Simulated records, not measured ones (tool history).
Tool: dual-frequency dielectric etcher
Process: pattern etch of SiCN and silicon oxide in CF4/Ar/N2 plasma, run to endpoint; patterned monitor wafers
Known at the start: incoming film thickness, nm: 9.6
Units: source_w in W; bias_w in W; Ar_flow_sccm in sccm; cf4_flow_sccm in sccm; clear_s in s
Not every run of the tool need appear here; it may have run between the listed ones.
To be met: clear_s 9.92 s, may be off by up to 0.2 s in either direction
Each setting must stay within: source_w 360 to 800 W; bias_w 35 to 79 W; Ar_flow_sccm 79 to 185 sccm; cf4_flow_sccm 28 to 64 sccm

run,hour,source_w,bias_w,Ar_flow_sccm,cf4_flow_sccm,clear_s
1,0,580,57,132,46,10.771
2,9,590,57,132,46,10.616
3,16.4,590,57,142,46,10.884
4,19.8,600,57,142,46,10.71
5,21.1,530,57,142,46,11.793
6,26.9,530,57,127,46,11.55
7,31.1,550,57,127,46,11.223
8,32.1,570,57,127,46,11.021
9,36.9,660,58,127,46,9.5716

Consider the 5 candidate settings below. Which is the only one whose results all fall within their allowed miss of target?
A,41.7,680,52,113,42,?
B,41.7,700,59,144,44,?
C,41.7,750,42,112,49,?
D,41.7,650,55,112,45,?
E,41.7,660,51,112,39,?

move,clear_s
A,9.5133
B,9.3689
C,9.0522
D,9.5682
E,9.931
A: its largest miss is bigger than the last run's
B: its largest miss is bigger than the last run's
C: its largest miss is bigger than the last run's
D: no nearer and no further than the last run
E: hits every target within its allowed miss
E is the move that brings every result within its allowed miss.
